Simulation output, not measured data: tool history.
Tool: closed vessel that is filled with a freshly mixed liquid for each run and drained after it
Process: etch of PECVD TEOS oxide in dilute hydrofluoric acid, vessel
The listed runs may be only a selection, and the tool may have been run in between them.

run,hour,temperature setpoint of the liquid (C),parts of water to one part of 49 % hydrofluoric acid (parts by volume),time in the liquid (s),thickness taken off the PECVD TEOS oxide on a monitor wafer (Å)
1,0.0,21.0,205,175,129.58
2,6.0,22.5,195,175,145.77
3,13.6,22.5,195,120,100.21
4,16.9,22.5,170,120,118.22
5,23.9,22.5,170,175,171.12
6,33.2,19.0,170,175,149.71
7,37.2,19.0,170,175,150.17
8,41.8,20.0,155,175,173.03

Estimate the outcome of run 9 from the log above:
9,44.2,21.0,145,175,?

{"run 9": {"thickness taken off the PECVD TEOS oxide on a monitor wafer (Å)": 195.08}}
